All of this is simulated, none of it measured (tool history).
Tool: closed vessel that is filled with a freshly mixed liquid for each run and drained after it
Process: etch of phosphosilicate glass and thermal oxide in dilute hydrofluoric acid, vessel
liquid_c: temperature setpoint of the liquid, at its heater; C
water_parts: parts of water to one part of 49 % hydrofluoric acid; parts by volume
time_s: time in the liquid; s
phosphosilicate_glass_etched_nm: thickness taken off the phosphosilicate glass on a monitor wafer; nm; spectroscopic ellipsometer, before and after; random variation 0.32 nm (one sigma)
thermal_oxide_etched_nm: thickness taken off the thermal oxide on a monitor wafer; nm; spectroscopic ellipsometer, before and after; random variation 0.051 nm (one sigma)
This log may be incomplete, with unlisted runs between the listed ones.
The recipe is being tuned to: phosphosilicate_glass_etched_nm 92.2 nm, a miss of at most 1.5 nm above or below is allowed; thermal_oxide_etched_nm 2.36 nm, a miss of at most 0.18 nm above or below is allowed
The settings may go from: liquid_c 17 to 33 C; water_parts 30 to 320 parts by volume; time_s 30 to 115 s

run	hour	liquid_c	water_parts	time_s	phosphosilicate_glass_etched_nm	thermal_oxide_etched_nm
1	0	25	175	60	65.128	1.663
2	2.9	26.5	175	60	68.727	1.6993
3	8.9	26.5	115	60	112.57	2.9007
4	12.2	29.5	115	60	126.86	3.3412
5	13	28	115	60	119.9	3.0359
6	14.4	28	90	60	158.7	4.0164
7	16.2	26	95	60	137.46	3.4205
8	24	24.5	100	60	123.58	3.2847
9	30.5	23.5	105	60	111.64	2.7643
10	35.1	22.5	105	60	106.31	2.7124
11	35.9	22	105	60	104.57	2.8323
12	37	21.5	105	60	102.85	2.6708
13	44.5	21	105	60	100.86	2.6233
14	47.5	20.5	105	60	98.825	2.5024
15	48.4	20	105	60	96.508	2.4003
16	55.6	19.5	105	60	94.586	2.5032
17	64.1	19.5	105	60	95.642	2.4052

Pick the move, out of 5, that brings all results within their allowed miss; only one does.
A	72.6	21.5	80	40	?	?
B	72.6	17	130	90	?	?
C	72.6	17	115	75	?	?
D	72.6	26	75	30	?	?
E	72.6	17	155	110	?	?

move	phosphosilicate_glass_etched_nm	thermal_oxide_etched_nm
A	93.081	2.3368
B	101.37	2.545
C	96.948	2.4339
D	89.868	2.2562
E	101.4	2.5458
A: meets every target
B: misses by more than the last run did
C: misses by more than the last run did
D: moves the result that the last run missed by most past its target, out the other side
E: misses by more than the last run did
Answer: A
